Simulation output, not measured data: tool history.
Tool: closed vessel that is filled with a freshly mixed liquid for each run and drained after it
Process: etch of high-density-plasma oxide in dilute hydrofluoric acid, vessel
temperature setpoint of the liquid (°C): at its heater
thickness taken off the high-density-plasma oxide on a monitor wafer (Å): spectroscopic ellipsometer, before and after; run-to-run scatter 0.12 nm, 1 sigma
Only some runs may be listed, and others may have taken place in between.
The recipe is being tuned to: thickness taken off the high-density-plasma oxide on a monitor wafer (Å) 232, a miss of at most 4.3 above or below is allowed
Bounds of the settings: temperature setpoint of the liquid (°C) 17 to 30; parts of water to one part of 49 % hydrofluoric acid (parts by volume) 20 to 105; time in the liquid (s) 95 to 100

run,hour,temperature setpoint of the liquid (°C),parts of water to one part of 49 % hydrofluoric acid (parts by volume),time in the liquid (s),thickness taken off the high-density-plasma oxide on a monitor wafer (Å)
1,0,22,55,95,142.41
2,1,24.5,50,95,177.52
3,7.8,24.5,60,95,144.81
4,8.4,26,55,95,167.87
5,14.3,27,50,95,193.25
6,23.2,27,50,100,202.55
7,28.9,28,50,100,211.05
8,33.5,28.5,50,100,215.79
9,35.9,29,50,100,223.14
10,36.8,29.5,50,100,225.49

Which of these 4 next moves meets every target?
A,37.7,30,50,100,?
B,37.7,26.5,45,95,?
C,37.7,28.5,50,100,?
D,37.7,30,55,100,?

move,thickness taken off the high-density-plasma oxide on a monitor wafer (Å)
A,230.58
B,213.25
C,217.32
D,208.02
A: meets every target
B: further off than the last run
C: further off than the last run
D: further off than the last run
The right move is A.
